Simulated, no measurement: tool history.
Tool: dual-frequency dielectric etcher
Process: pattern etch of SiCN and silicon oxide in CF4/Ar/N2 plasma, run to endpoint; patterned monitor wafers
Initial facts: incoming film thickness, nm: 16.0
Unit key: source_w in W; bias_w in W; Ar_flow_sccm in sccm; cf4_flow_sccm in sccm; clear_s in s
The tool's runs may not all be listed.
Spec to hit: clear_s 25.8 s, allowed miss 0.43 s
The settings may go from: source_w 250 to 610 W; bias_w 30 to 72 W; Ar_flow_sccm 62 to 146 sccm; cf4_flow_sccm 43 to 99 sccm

run,hour,source_w,bias_w,Ar_flow_sccm,cf4_flow_sccm,clear_s
1,0,430,51,104,71,20.81
2,5.1,400,51,104,71,22.374
3,8.4,400,51,104,76,22.184
4,9.7,390,51,104,76,22.812
5,11.6,380,51,104,76,23.196
6,13.7,380,51,104,71,23.495
7,21.7,370,51,104,71,24.326
8,25.2,360,51,104,71,24.991

Which one of the following 4 next-run settings gets every result inside its allowed miss? There is exactly one.
A,28.7,360,50,118,87,?
B,28.7,350,56,109,72,?
C,28.7,340,62,97,79,?
D,28.7,380,40,98,68,?

move,clear_s
A,24.698
B,24.654
C,23.633
D,25.537
A: misses by more than the last run did
B: misses by more than the last run did
C: misses by more than the last run did
D: in spec on every target
Correct choice: D, which meets every target
